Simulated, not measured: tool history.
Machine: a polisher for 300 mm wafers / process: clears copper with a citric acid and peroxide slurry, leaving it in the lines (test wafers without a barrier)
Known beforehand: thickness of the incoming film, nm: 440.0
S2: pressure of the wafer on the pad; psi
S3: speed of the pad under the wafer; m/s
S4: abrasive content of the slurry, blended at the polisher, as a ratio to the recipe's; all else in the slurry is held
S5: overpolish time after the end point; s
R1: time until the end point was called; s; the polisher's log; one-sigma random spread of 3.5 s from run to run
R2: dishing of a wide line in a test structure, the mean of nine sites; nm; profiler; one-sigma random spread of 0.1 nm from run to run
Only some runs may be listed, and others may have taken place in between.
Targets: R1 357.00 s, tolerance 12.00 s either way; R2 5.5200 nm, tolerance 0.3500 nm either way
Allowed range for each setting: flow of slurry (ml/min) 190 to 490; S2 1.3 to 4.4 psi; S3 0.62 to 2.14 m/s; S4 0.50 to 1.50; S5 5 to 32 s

run 1 day=0.000 | flow_of_slurry_(ml/min)=315 S2=2.8 S3=1.38 S4=1.00 S5=16 | R1=168.19 R2=34.0160
run 2 day=0.225 | flow_of_slurry_(ml/min)=315 S2=2.8 S3=1.38 S4=1.00 S5=23 | R1=166.30 R2=45.3090
run 3 day=0.579 | flow_of_slurry_(ml/min)=315 S2=3.2 S3=1.38 S4=1.00 S5=23 | R1=145.99 R2=50.9100
run 4 day=0.842 | flow_of_slurry_(ml/min)=305 S2=2.9 S3=1.20 S4=0.90 S5=19 | R1=188.55 R2=35.7890
run 5 day=0.958 | flow_of_slurry_(ml/min)=350 S2=2.5 S3=1.08 S4=1.05 S5=16 | R1=232.79 R2=25.1250
run 6 day=1.142 | flow_of_slurry_(ml/min)=350 S2=2.5 S3=1.08 S4=1.25 S5=16 | R1=222.90 R2=26.3810
run 7 day=1.412 | flow_of_slurry_(ml/min)=385 S2=2.2 S3=1.08 S4=1.10 S5=13 | R1=256.98 R2=19.1050
run 8 day=1.462 | flow_of_slurry_(ml/min)=410 S2=2.0 S3=1.10 S4=0.95 S5=11 | R1=285.27 R2=14.7220
run 9 day=1.712 | flow_of_slurry_(ml/min)=410 S2=2.0 S3=1.10 S4=0.95 S5=11 | R1=281.43 R2=14.7740
run 10 day=1.821 | flow_of_slurry_(ml/min)=430 S2=1.8 S3=1.12 S4=0.85 S5=10 | R1=313.24 R2=12.1280
run 11 day=2.192 | flow_of_slurry_(ml/min)=445 S2=1.7 S3=1.16 S4=0.75 S5=9 | R1=325.66 R2=10.5910
run 12 day=2.567 | flow_of_slurry_(ml/min)=455 S2=1.6 S3=1.20 S4=0.70 S5=8 | R1=333.81 R2=8.8781
run 13 day=2.771 | flow_of_slurry_(ml/min)=465 S2=1.5 S3=1.24 S4=0.65 S5=7 | R1=357.00 R2=7.4624
run 14 day=3.050 | flow_of_slurry_(ml/min)=470 S2=1.5 S3=1.30 S4=0.60 S5=7 | R1=343.98 R2=7.9497
run 15 day=3.100 | flow_of_slurry_(ml/min)=380 S2=1.3 S3=1.10 S4=0.85 S5=5 | R1=443.32 R2=4.5562
run 16 day=3.375 | flow_of_slurry_(ml/min)=430 S2=1.9 S3=1.10 S4=1.05 S5=5 | R1=289.34 R2=6.7572
run 17 day=3.621 | flow_of_slurry_(ml/min)=400 S2=1.9 S3=1.10 S4=1.05 S5=5 | R1=301.05 R2=6.5660
run 18 day=3.662 | flow_of_slurry_(ml/min)=375 S2=1.9 S3=1.10 S4=1.05 S5=5 | R1=294.17 R2=6.5303
run 19 day=3.908 | flow_of_slurry_(ml/min)=375 S2=1.3 S3=1.10 S4=1.05 S5=5 | R1=419.27 R2=4.7148
run 20 day=4.188 | flow_of_slurry_(ml/min)=380 S2=1.3 S3=1.12 S4=1.05 S5=5 | R1=415.53 R2=4.5467
-- day=4.275 slurry blender recalibrated
run 21 day=4.275 | flow_of_slurry_(ml/min)=380 S2=1.8 S3=1.12 S4=1.05 S5=6 | R1=282.66 R2=8.1083
run 22 day=4.642 | flow_of_slurry_(ml/min)=370 S2=1.7 S3=1.12 S4=1.05 S5=6 | R1=299.56 R2=7.8688
run 23 day=4.688 | flow_of_slurry_(ml/min)=395 S2=1.6 S3=1.12 S4=1.10 S5=6 | R1=313.34 R2=7.3975
run 24 day=4.725 | flow_of_slurry_(ml/min)=375 S2=1.6 S3=1.12 S4=1.10 S5=6 | R1=316.70 R2=7.3114
run 25 day=5.067 | flow_of_slurry_(ml/min)=350 S2=1.6 S3=1.12 S4=1.10 S5=6 | R1=313.54 R2=7.1702

Pick the move, out of 4, that brings all results within their allowed miss; only one does.
run A day=5.408 | flow_of_slurry_(ml/min)=255 S2=1.6 S3=0.98 S4=0.85 S5=5 | R1=? R2=?
run B day=5.408 | flow_of_slurry_(ml/min)=345 S2=1.5 S3=0.94 S4=1.15 S5=5 | R1=? R2=?
run C day=5.408 | flow_of_slurry_(ml/min)=380 S2=1.5 S3=1.04 S4=1.10 S5=5 | R1=? R2=?
run D day=5.408 | flow_of_slurry_(ml/min)=260 S2=1.7 S3=1.02 S4=1.15 S5=9 | R1=? R2=?

move=A R1=390.74 R2=5.0045
move=B R1=395.86 R2=4.9387
move=C R1=360.30 R2=5.4140
move=D R1=335.44 R2=10.2600
A: the result that was furthest off in the last run now lies on the other side of its target
B: the result that was furthest off in the last run now lies on the other side of its target
C: every result lands within tolerance
D: its largest miss is bigger than the last run's
C is the move that brings every result within its allowed miss.
